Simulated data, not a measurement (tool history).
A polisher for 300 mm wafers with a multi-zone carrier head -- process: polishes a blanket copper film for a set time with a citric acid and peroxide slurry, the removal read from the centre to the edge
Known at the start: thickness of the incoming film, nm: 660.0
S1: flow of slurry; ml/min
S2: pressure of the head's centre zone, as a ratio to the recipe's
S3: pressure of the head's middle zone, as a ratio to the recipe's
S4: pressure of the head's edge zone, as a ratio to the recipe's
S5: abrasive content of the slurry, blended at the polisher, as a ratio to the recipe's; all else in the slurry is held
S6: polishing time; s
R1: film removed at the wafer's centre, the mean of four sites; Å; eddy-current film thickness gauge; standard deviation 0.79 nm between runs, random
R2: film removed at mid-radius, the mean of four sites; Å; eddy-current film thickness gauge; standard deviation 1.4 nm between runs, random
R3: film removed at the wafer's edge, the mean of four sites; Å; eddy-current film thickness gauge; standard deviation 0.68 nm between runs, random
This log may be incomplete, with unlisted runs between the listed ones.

run 1 hour=0.0 | S1=165 S2=1.00 S3=1.00 S4=1.00 S5=1.00 S6=54 | R1=1074.80 R2=1073.7 R3=1076.8
run 2 hour=8.5 | S1=165 S2=1.00 S3=1.00 S4=1.04 S5=1.00 S6=54 | R1=1074.10 R2=1076.9 R3=1103.4
run 3 hour=12.1 | S1=165 S2=1.00 S3=1.00 S4=1.12 S5=1.00 S6=54 | R1=1049.90 R2=1078.1 R3=1139.2
run 4 hour=18.8 | S1=165 S2=0.92 S3=1.00 S4=1.12 S5=1.00 S6=54 | R1=976.50 R2=1045.2 R3=1117.3
run 5 hour=24.8 | S1=160 S2=0.91 S3=1.01 S4=1.10 S5=1.00 S6=54 | R1=953.39 R2=1086.3 R3=1126.2
run 6 hour=31.9 | S1=160 S2=0.91 S3=0.98 S4=1.10 S5=1.00 S6=54 | R1=963.97 R2=1063.9 R3=1130.3
run 7 hour=37.9 | S1=155 S2=0.91 S3=0.99 S4=1.08 S5=0.95 S6=54 | R1=927.50 R2=1021.0 R3=1084.5

Predict the results of run 8:
run 8 hour=41.5 | S1=150 S2=0.91 S3=1.00 S4=1.06 S5=0.95 S6=54 | R1=? R2=? R3=?

{"run 8": {"R1": 935.16, "R2": 1017.4, "R3": 1081.3}}
